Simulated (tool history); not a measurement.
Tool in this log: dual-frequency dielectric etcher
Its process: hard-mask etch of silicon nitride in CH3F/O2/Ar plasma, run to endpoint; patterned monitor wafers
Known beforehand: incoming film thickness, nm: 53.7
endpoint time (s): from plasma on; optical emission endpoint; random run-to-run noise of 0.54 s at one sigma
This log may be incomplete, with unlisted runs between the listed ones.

run 1 hour=0.0 | source_power_(W)=390 bias_power_(W)=53 | endpoint_time_(s)=88.906
run 2 hour=7.9 | source_power_(W)=360 bias_power_(W)=50 | endpoint_time_(s)=92.900
run 3 hour=16.8 | source_power_(W)=330 bias_power_(W)=47 | endpoint_time_(s)=99.840
run 4 hour=24.2 | source_power_(W)=330 bias_power_(W)=55 | endpoint_time_(s)=93.619
run 5 hour=25.7 | source_power_(W)=330 bias_power_(W)=51 | endpoint_time_(s)=96.469
run 6 hour=29.1 | source_power_(W)=330 bias_power_(W)=56 | endpoint_time_(s)=93.125
run 7 hour=35.5 | source_power_(W)=310 bias_power_(W)=53 | endpoint_time_(s)=98.113
-- hour=40.4 bias power generator calibrated
run 8 hour=40.4 | source_power_(W)=290 bias_power_(W)=52 | endpoint_time_(s)=102.760
run 9 hour=49.2 | source_power_(W)=280 bias_power_(W)=51 | endpoint_time_(s)=105.110
run 10 hour=57.4 | source_power_(W)=270 bias_power_(W)=51 | endpoint_time_(s)=106.580
run 11 hour=62.6 | source_power_(W)=260 bias_power_(W)=51 | endpoint_time_(s)=108.540
run 12 hour=66.4 | source_power_(W)=250 bias_power_(W)=51 | endpoint_time_(s)=110.190
run 13 hour=74.3 | source_power_(W)=250 bias_power_(W)=51 | endpoint_time_(s)=110.890
run 14 hour=80.3 | source_power_(W)=230 bias_power_(W)=48 | endpoint_time_(s)=117.970

Predict the results of run 15:
run 15 hour=88.9 | source_power_(W)=230 bias_power_(W)=48 | endpoint_time_(s)=?

Logged for run 15: endpoint time (s) 118.400.
